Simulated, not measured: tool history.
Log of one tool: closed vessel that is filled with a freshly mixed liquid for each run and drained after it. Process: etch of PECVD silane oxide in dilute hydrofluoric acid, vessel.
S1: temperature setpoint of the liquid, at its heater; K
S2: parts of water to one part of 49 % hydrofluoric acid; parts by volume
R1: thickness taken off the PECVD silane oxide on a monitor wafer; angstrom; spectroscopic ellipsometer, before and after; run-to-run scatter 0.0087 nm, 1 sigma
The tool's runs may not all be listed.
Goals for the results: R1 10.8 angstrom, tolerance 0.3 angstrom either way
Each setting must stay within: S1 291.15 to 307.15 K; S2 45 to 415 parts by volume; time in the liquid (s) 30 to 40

run 1 day=0 | S1=299.15 S2=230 time_in_the_liquid_(s)=40 | R1=25.679
run 2 day=0.258 | S1=299.15 S2=230 time_in_the_liquid_(s)=40 | R1=25.634
run 3 day=0.608 | S1=298.15 S2=250 time_in_the_liquid_(s)=40 | R1=22.325
run 4 day=0.642 | S1=296.15 S2=250 time_in_the_liquid_(s)=40 | R1=20.829
run 5 day=0.8 | S1=295.65 S2=265 time_in_the_liquid_(s)=40 | R1=19.042
run 6 day=1.1 | S1=292.65 S2=265 time_in_the_liquid_(s)=40 | R1=17.18
run 7 day=1.179 | S1=292.65 S2=280 time_in_the_liquid_(s)=40 | R1=15.896
run 8 day=1.317 | S1=292.65 S2=290 time_in_the_liquid_(s)=40 | R1=15.102
run 9 day=1.471 | S1=292.65 S2=300 time_in_the_liquid_(s)=40 | R1=14.456

Of the 5 settings listed for the next run, only one would bring every result within its allowed miss of target. Which one?
run A day=1.625 | S1=295.15 S2=245 time_in_the_liquid_(s)=40 | R1=?
run B day=1.625 | S1=291.65 S2=260 time_in_the_liquid_(s)=30 | R1=?
run C day=1.625 | S1=293.15 S2=275 time_in_the_liquid_(s)=40 | R1=?
run D day=1.625 | S1=297.15 S2=340 time_in_the_liquid_(s)=30 | R1=?
run E day=1.625 | S1=294.65 S2=375 time_in_the_liquid_(s)=40 | R1=?

move=A R1=20.496
move=B R1=12.532
move=C R1=16.487
move=D R1=10.853
move=E R1=11.67
A: the biggest miss grows against the last run
B: closes in on the targets versus the last run, not all within tolerance yet
C: the biggest miss grows against the last run
D: all results land within tolerance of their targets
E: closes in on the targets versus the last run, not all within tolerance yet
So the answer is move D, the one that meets all the targets.

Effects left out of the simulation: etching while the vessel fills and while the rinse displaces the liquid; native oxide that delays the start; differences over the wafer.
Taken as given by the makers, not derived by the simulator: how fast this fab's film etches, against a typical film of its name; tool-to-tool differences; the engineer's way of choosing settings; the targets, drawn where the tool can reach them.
